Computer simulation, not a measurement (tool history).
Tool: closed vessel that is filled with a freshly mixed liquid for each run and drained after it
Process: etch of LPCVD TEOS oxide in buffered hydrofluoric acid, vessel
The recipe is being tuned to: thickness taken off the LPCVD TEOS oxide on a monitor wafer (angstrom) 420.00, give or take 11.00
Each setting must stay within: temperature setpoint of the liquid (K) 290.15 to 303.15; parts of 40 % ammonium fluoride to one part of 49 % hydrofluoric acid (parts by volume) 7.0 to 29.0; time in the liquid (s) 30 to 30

run  hour  temperature setpoint of the liquid (K)  parts of 40 % ammonium fluoride to one part of 49 % hydrofluoric acid (parts by volume)  time in the liquid (s)  thickness taken off the LPCVD TEOS oxide on a monitor wafer (angstrom)
  1   0.0                                  295.15                                                                                     18.0                      30                                                                  308.60
  2   5.5                                  293.15                                                                                     18.0                      30                                                                  274.46
  3  11.0                                  293.15                                                                                     15.0                      30                                                                  330.34
  4  14.0                                  294.15                                                                                     15.0                      30                                                                  349.88
  5  20.1                                  294.15                                                                                     10.5                      30                                                                  498.51
     27.2  -- hydrofluoric acid flow meter replaced
  6  27.2                                  293.65                                                                                     10.5                      30                                                                  455.19
  7  36.1                                  293.15                                                                                     10.5                      30                                                                  446.57
  8  44.5                                  292.65                                                                                     10.5                      30                                                                  433.71

Consider the 4 candidate settings below. Which is the only one whose results all fall within their allowed miss of target?
  A  52.9                                  293.15                                                                                     10.5                      30                                                                       ?
  B  52.9                                  291.15                                                                                      9.0                      30                                                                       ?
  C  52.9                                  290.15                                                                                      8.5                      30                                                                       ?
  D  52.9                                  290.15                                                                                      9.0                      30                                                                       ?

move  thickness taken off the LPCVD TEOS oxide on a monitor wafer (angstrom)
   A                                                                  443.97
   B                                                                  444.48
   C                                                                  446.81
   D                                                                  419.89
A: further off than the last run
B: further off than the last run
C: further off than the last run
D: in spec on every target
Answer: D
